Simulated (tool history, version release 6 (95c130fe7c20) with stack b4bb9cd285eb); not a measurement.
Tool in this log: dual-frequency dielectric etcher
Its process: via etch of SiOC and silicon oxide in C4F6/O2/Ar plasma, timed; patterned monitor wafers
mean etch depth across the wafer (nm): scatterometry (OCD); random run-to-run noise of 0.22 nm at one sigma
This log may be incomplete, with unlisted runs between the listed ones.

run,day,source power (kW),bias power (kW),etch time (s),mean etch depth across the wafer (nm)
1,0,0.28,0.196,87.5,87.038
2,0.042,0.28,0.196,87.5,87.166
3,0.262,0.28,0.221,87.5,90.43
4,0.304,0.28,0.188,87.5,85.858
5,0.458,0.26,0.188,87.5,82.811
6,0.512,0.26,0.222,87.5,87.209
7,0.883,0.27,0.224,87.5,89.585

Forecast run 8:
8,0.917,0.28,0.225,87.5,?

mean etch depth across the wafer (nm): 91.025
